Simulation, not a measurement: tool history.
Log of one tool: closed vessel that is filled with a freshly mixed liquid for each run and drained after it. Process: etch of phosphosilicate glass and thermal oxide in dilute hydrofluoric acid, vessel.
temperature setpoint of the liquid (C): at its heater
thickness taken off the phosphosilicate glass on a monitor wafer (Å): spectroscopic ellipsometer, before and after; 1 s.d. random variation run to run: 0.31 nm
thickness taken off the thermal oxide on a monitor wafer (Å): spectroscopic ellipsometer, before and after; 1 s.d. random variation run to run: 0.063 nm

| run | hour | temperature setpoint of the liquid (C) | parts of water to one part of 49 % hydrofluoric acid (parts by volume) | time in the liquid (s) | thickness taken off the phosphosilicate glass on a monitor wafer (Å) | thickness taken off the thermal oxide on a monitor wafer (Å) |
|---|---|---|---|---|---|---|
| 1 | 0.0 | 23.0 | 200 | 65 | 412.76 | 12.6090 |
| 2 | 6.4 | 23.0 | 260 | 65 | 300.87 | 9.4371 |
| 3 | 14.0 | 23.0 | 260 | 50 | 231.46 | 7.4622 |
| 4 | 22.6 | 23.0 | 200 | 50 | 320.36 | 9.6350 |
| 5 | 28.0 | 23.0 | 130 | 50 | 527.37 | 17.0880 |
| 6 | 31.8 | 23.0 | 130 | 60 | 638.03 | 18.5630 |

Expected results for the next run?
| 7 | 36.9 | 23.5 | 130 | 60 | ? | ? |

{"run 7": {"thickness taken off the phosphosilicate glass on a monitor wafer (Å)": 646.62, "thickness taken off the thermal oxide on a monitor wafer (Å)": 19.964}}

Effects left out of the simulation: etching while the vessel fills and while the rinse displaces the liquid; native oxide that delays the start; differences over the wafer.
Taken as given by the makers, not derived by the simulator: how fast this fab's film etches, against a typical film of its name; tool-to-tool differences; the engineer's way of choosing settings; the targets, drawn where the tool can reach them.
